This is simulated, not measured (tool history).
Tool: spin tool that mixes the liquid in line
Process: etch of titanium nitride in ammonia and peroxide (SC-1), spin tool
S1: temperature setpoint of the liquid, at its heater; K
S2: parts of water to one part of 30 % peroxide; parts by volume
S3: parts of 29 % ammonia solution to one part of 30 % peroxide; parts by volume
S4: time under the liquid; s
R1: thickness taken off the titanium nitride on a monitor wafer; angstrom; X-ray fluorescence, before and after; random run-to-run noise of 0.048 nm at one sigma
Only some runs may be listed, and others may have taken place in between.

run,hour,S1,S2,S3,S4,R1
1,0,325.15,18,1,270,114.85
2,2.1,325.15,18,0.75,270,110.01
3,10.5,324.15,18,0.75,270,100.13
4,13.7,323.15,18,0.75,270,93.76
5,18.1,330.15,18,0.75,270,150.75
6,21,330.15,18,0.55,270,143.83
7,28,328.15,18,0.55,270,126.49
8,29.2,326.65,18,0.55,270,111.73
9,36,325.65,18,0.55,270,105.63
10,40,324.65,18,0.55,270,98.634
11,48.3,323.65,18,0.55,270,92.931
12,51.5,323.15,18,0.55,270,89.617
13,56,322.65,18,0.55,270,86.242

Forecast run 14:
14,60.2,322.15,18,0.55,270,?

Run 14 came out at R1 82.76 angstrom.
